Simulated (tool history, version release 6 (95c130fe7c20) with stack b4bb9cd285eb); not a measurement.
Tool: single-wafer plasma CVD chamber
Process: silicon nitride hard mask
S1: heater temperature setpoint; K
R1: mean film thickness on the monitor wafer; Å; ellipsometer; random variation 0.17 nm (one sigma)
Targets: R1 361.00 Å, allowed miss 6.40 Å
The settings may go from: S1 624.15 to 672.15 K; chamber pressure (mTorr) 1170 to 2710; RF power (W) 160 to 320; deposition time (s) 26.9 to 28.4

run 1 day=0.000 | S1=648.15 chamber_pressure_(mTorr)=1940 RF_power_(W)=240 deposition_time_(s)=28.4 | R1=302.65
run 2 day=0.025 | S1=648.15 chamber_pressure_(mTorr)=1680 RF_power_(W)=240 deposition_time_(s)=28.4 | R1=290.63
run 3 day=0.071 | S1=648.15 chamber_pressure_(mTorr)=1680 RF_power_(W)=240 deposition_time_(s)=26.9 | R1=276.60
run 4 day=0.267 | S1=648.15 chamber_pressure_(mTorr)=1680 RF_power_(W)=225 deposition_time_(s)=26.9 | R1=261.08
run 5 day=0.317 | S1=648.15 chamber_pressure_(mTorr)=1880 RF_power_(W)=235 deposition_time_(s)=27.0 | R1=284.34
run 6 day=0.679 | S1=653.15 chamber_pressure_(mTorr)=1880 RF_power_(W)=235 deposition_time_(s)=27.0 | R1=279.99
run 7 day=0.833 | S1=652.15 chamber_pressure_(mTorr)=2070 RF_power_(W)=240 deposition_time_(s)=27.0 | R1=295.44
run 8 day=0.921 | S1=651.15 chamber_pressure_(mTorr)=2220 RF_power_(W)=245 deposition_time_(s)=27.0 | R1=304.68
run 9 day=1.000 | S1=651.15 chamber_pressure_(mTorr)=2320 RF_power_(W)=255 deposition_time_(s)=27.0 | R1=323.90
run 10 day=1.204 | S1=651.15 chamber_pressure_(mTorr)=2410 RF_power_(W)=260 deposition_time_(s)=27.0 | R1=331.12
run 11 day=1.362 | S1=651.15 chamber_pressure_(mTorr)=2470 RF_power_(W)=265 deposition_time_(s)=27.0 | R1=338.15
run 12 day=1.396 | S1=651.15 chamber_pressure_(mTorr)=2520 RF_power_(W)=270 deposition_time_(s)=27.0 | R1=344.67
run 13 day=1.762 | S1=651.15 chamber_pressure_(mTorr)=2560 RF_power_(W)=270 deposition_time_(s)=27.0 | R1=342.71
run 14 day=1.883 | S1=651.15 chamber_pressure_(mTorr)=2590 RF_power_(W)=275 deposition_time_(s)=27.0 | R1=348.81
run 15 day=2.254 | S1=651.15 chamber_pressure_(mTorr)=2610 RF_power_(W)=275 deposition_time_(s)=27.0 | R1=349.27
run 16 day=2.375 | S1=651.15 chamber_pressure_(mTorr)=2630 RF_power_(W)=275 deposition_time_(s)=27.0 | R1=349.98
run 17 day=2.592 | S1=651.15 chamber_pressure_(mTorr)=2640 RF_power_(W)=275 deposition_time_(s)=27.0 | R1=351.24

5 next moves are on the table. One of them brings every result within its allowed miss. Which?
run A day=2.808 | S1=658.15 chamber_pressure_(mTorr)=2120 RF_power_(W)=305 deposition_time_(s)=27.3 | R1=?
run B day=2.808 | S1=649.15 chamber_pressure_(mTorr)=2710 RF_power_(W)=260 deposition_time_(s)=27.3 | R1=?
run C day=2.808 | S1=648.15 chamber_pressure_(mTorr)=2440 RF_power_(W)=270 deposition_time_(s)=26.9 | R1=?
run D day=2.808 | S1=657.15 chamber_pressure_(mTorr)=2710 RF_power_(W)=250 deposition_time_(s)=28.4 | R1=?
run E day=2.808 | S1=652.15 chamber_pressure_(mTorr)=2680 RF_power_(W)=265 deposition_time_(s)=26.9 | R1=?

move=A R1=364.02
move=B R1=345.41
move=C R1=341.79
move=D R1=347.16
move=E R1=344.26
A: meets every target
B: further off than the last run
C: further off than the last run
D: further off than the last run
E: further off than the last run
The right move is A.
